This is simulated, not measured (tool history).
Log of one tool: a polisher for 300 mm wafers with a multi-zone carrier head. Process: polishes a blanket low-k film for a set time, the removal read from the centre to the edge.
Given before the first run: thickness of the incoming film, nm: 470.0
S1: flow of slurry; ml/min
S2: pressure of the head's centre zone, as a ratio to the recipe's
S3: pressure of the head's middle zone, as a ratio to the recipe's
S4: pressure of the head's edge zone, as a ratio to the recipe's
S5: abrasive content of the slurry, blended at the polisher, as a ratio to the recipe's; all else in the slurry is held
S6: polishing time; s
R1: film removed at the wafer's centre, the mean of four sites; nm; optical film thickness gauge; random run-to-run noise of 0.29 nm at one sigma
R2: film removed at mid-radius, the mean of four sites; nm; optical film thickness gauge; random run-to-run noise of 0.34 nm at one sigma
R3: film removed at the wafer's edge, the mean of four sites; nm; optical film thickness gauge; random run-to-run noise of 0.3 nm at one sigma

Run 1, hour 0.0: S1 180 ml/min, S2 1.00, S3 1.00, S4 1.00, S5 1.0, S6 84 s. Result: R1 37.421 nm, R2 36.727 nm, R3 36.945 nm.
Run 2, hour 7.8: S1 175 ml/min, S2 1.00, S3 0.98, S4 1.00, S5 1.0, S6 84 s. Result: R1 37.281 nm, R2 36.072 nm, R3 37.147 nm.
Run 3, hour 13.7: S1 175 ml/min, S2 0.94, S3 0.98, S4 1.00, S5 1.0, S6 84 s. Result: R1 35.165 nm, R2 36.646 nm, R3 37.270 nm.
Run 4, hour 16.7: S1 175 ml/min, S2 0.94, S3 0.98, S4 1.00, S5 1.0, S6 72 s. Result: R1 30.424 nm, R2 30.781 nm, R3 31.905 nm.
Run 5, hour 24.5: S1 175 ml/min, S2 0.94, S3 0.92, S4 1.00, S5 1.0, S6 72 s. Result: R1 30.395 nm, R2 29.330 nm, R3 31.574 nm.
Run 6, hour 30.2: S1 180 ml/min, S2 0.95, S3 0.92, S4 1.02, S5 1.0, S6 72 s. Result: R1 30.589 nm, R2 29.446 nm, R3 32.327 nm.
Run 7, hour 36.8: S1 185 ml/min, S2 0.97, S3 0.92, S4 1.03, S5 1.0, S6 72 s. Result: R1 31.191 nm, R2 29.518 nm, R3 32.165 nm.
Run 8, hour 40.8: S1 190 ml/min, S2 0.98, S3 0.92, S4 1.04, S5 1.0, S6 72 s. Result: R1 32.094 nm, R2 30.114 nm, R3 32.896 nm.
Run 9, hour 45.8: S1 195 ml/min, S2 0.99, S3 0.91, S4 1.05, S5 1.0, S6 72 s. Result: R1 31.951 nm, R2 29.622 nm, R3 33.184 nm.
Run 10, hour 50.4: S1 200 ml/min, S2 1.00, S3 0.91, S4 1.05, S5 1.0, S6 72 s. Result: R1 32.416 nm, R2 29.742 nm, R3 33.212 nm.
Run 11, hour 57.0: S1 205 ml/min, S2 1.01, S3 0.91, S4 1.06, S5 1.0, S6 72 s. Result: R1 33.208 nm, R2 29.724 nm, R3 34.324 nm.
Run 12, hour 63.2: S1 210 ml/min, S2 1.02, S3 0.91, S4 1.06, S5 1.0, S6 72 s. Result: R1 33.264 nm, R2 29.900 nm, R3 34.033 nm.
Run 13, hour 68.0: S1 215 ml/min, S2 1.03, S3 0.91, S4 1.06, S5 1.0, S6 72 s. Result: R1 34.009 nm, R2 30.492 nm, R3 34.048 nm.
Run 14, hour 74.8: S1 220 ml/min, S2 1.04, S3 0.90, S4 1.06, S5 1.0, S6 72 s. Result: R1 34.689 nm, R2 30.001 nm, R3 34.206 nm.
Run 15, hour 82.3: S1 225 ml/min, S2 1.04, S3 0.90, S4 1.06, S5 1.0, S6 72 s. Result: R1 34.553 nm, R2 30.166 nm, R3 34.284 nm.
Run 16, hour 88.1: S1 230 ml/min, S2 1.05, S3 0.90, S4 1.06, S5 1.0, S6 72 s. Result: R1 34.953 nm, R2 30.719 nm, R3 33.987 nm.

Predict the results of run 17:
Run 17, hour 95.6: S1 230 ml/min, S2 1.06, S3 0.90, S4 1.07, S5 1.0, S6 72 s. Result: R1 ?, R2 ?, R3 ?.

Run 17 came out at R1 35.337 nm, R2 30.024 nm, R3 34.279 nm.
